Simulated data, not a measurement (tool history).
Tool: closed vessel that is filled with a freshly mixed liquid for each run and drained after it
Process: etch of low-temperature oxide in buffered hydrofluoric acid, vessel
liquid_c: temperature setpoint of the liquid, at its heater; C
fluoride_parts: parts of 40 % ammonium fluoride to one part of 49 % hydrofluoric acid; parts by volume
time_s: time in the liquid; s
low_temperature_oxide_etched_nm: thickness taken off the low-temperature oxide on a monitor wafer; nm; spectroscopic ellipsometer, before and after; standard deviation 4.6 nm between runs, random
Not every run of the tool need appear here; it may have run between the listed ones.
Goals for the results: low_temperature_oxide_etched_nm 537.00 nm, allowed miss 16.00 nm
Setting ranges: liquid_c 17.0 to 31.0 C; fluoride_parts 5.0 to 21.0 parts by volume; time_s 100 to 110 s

run,hour,liquid_c,fluoride_parts,time_s,low_temperature_oxide_etched_nm
1,0.0,23.0,13.0,100,385.74
2,7.8,23.0,13.0,110,422.86
3,9.1,23.5,13.0,110,433.13
4,9.9,24.0,13.0,110,445.27
5,17.1,21.0,13.0,110,371.08
6,25.5,21.5,13.0,110,386.05
7,27.4,22.0,13.0,110,398.18
8,33.1,22.5,13.0,110,406.77
9,40.4,23.0,13.0,110,420.32
10,42.7,23.5,13.0,110,433.39
11,48.5,24.0,13.0,110,447.95
12,57.4,24.5,13.0,110,456.28
13,62.1,25.0,13.0,110,467.19
14,71.0,25.5,13.0,110,487.22
15,76.0,26.5,13.0,110,520.44

Consider the 5 candidate settings below. Which is the only one whose results all fall within their allowed miss of target?
A,81.0,25.0,11.5,105,?
B,81.0,24.5,9.0,100,?
C,81.0,26.5,13.5,110,?
D,81.0,26.5,12.5,110,?
E,81.0,25.0,11.0,100,?

move,low_temperature_oxide_etched_nm
A,507.39
B,575.79
C,492.72
D,531.26
E,504.64
A: further off than the last run
B: carries the result that was furthest off beyond its target, to the other side
C: further off than the last run
D: every result within its allowed miss
E: further off than the last run
D meets every target.

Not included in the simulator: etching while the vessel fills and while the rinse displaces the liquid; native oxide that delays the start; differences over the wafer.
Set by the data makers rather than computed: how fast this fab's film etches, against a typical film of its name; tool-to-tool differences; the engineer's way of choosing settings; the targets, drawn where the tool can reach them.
